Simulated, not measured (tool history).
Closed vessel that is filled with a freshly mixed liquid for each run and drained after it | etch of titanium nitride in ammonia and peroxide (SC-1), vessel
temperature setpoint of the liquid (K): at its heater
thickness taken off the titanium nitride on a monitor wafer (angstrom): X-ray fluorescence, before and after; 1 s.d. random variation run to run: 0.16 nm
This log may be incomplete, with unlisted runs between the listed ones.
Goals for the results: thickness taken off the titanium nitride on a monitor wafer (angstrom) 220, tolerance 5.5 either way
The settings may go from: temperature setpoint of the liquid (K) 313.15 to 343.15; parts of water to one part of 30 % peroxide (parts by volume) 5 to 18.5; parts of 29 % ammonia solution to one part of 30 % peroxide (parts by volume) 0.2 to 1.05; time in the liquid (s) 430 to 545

run  hour  temperature setpoint of the liquid (K)  parts of water to one part of 30 % peroxide (parts by volume)  parts of 29 % ammonia solution to one part of 30 % peroxide (parts by volume)  time in the liquid (s)  thickness taken off the titanium nitride on a monitor wafer (angstrom)
  1     0                                  329.15                                                           10.5                                                                           0.55                     545                                                                  278.17
  2   7.5                                  329.15                                                             13                                                                           0.55                     545                                                                  249.01
  3  11.2                                  329.15                                                             13                                                                           0.55                     430                                                                  196.97
  4  16.9                                  329.65                                                             13                                                                           0.55                     430                                                                  201.98
  5  22.1                                  329.65                                                             13                                                                           0.35                     430                                                                  187.94
  6  25.8                                  330.65                                                             13                                                                           0.35                     430                                                                  200.48
  7  28.7                                  331.15                                                             13                                                                           0.35                     430                                                                  204.92
  8  33.6                                  331.65                                                             13                                                                           0.35                     430                                                                  213.43

5 candidate next runs follow, results not yet known. Just one meets every target within its allowed miss. Identify it.
  A  38.5                                  329.65                                                           11.5                                                                            0.4                     495                                                                       ?
  B  38.5                                  335.15                                                             14                                                                            0.2                     430                                                                       ?
  C  38.5                                  327.65                                                             11                                                                            0.4                     540                                                                       ?
  D  38.5                                  328.65                                                           10.5                                                                            0.5                     485                                                                       ?
  E  38.5                                  332.65                                                           13.5                                                                            0.2                     470                                                                       ?

move  thickness taken off the titanium nitride on a monitor wafer (angstrom)
   A                                                                  235.45
   B                                                                   231.8
   C                                                                  229.86
   D                                                                  235.55
   E                                                                  219.58
A: takes the biggest miss from the last run beyond its target
B: takes the biggest miss from the last run beyond its target
C: takes the biggest miss from the last run beyond its target
D: takes the biggest miss from the last run beyond its target
E: all results land within tolerance of their targets
Correct choice: E, which meets every target
